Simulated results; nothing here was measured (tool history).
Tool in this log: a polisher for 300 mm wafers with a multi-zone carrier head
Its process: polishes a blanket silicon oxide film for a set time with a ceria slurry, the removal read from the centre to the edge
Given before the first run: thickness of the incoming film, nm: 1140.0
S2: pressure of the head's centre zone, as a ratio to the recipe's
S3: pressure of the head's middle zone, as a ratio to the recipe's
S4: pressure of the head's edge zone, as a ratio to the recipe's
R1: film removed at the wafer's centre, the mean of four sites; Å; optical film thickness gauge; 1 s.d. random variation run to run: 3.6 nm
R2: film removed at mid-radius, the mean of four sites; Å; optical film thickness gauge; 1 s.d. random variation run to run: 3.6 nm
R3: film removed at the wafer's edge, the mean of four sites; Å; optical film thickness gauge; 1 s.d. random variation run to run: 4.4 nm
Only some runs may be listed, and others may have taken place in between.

Run 1, hour 0.0: flow of slurry (ml/min) 160, S2 1.00, S3 1.00, S4 1.00, polishing time (s) 70. Result: R1 4512.0 Å, R2 4502.4 Å, R3 4685.4 Å.
Run 2, hour 6.8: flow of slurry (ml/min) 165, S2 0.99, S3 1.01, S4 1.01, polishing time (s) 70. Result: R1 4564.4 Å, R2 4552.5 Å, R3 4685.4 Å.
Run 3, hour 9.0: flow of slurry (ml/min) 165, S2 0.99, S3 1.01, S4 1.01, polishing time (s) 87. Result: R1 5723.4 Å, R2 5731.2 Å, R3 5908.0 Å.
Run 4, hour 14.1: flow of slurry (ml/min) 180, S2 0.99, S3 1.01, S4 1.01, polishing time (s) 87. Result: R1 5869.2 Å, R2 5782.6 Å, R3 5994.7 Å.
Run 5, hour 21.1: flow of slurry (ml/min) 180, S2 0.99, S3 0.95, S4 1.01, polishing time (s) 87. Result: R1 5754.1 Å, R2 5529.3 Å, R3 6001.9 Å.
Run 6, hour 29.7: flow of slurry (ml/min) 175, S2 0.97, S3 0.95, S4 0.99, polishing time (s) 87. Result: R1 5707.5 Å, R2 5488.6 Å, R3 5970.6 Å.

What does the tool deliver on the next run?
Run 7, hour 33.3: flow of slurry (ml/min) 170, S2 0.95, S3 0.96, S4 0.98, polishing time (s) 86. Result: R1 ?, R2 ?, R3 ?.

R1: 5380.9 Å
R2: 5413.9 Å
R3: 5729.7 Å
